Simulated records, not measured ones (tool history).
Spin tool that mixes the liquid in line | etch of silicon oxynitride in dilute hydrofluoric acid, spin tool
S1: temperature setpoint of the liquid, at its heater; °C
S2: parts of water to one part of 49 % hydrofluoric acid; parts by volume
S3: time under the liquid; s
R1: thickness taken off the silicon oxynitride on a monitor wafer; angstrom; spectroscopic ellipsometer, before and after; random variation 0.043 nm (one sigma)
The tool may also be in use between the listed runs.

run	hour	S1	S2	S3	R1
1	0.0	26.0	100	70	28.758
2	7.2	28.5	100	70	32.190
3	7.8	28.5	75	70	44.072
4	11.7	29.0	75	70	45.382
5	19.0	29.0	75	45	28.508
6	26.7	31.0	75	45	31.583
7	32.5	31.0	65	45	37.375
8	39.5	31.5	60	45	40.957

Run 9 comes next. What will it give?
9	45.3	32.0	55	45	?

R1: 46.355 angstrom
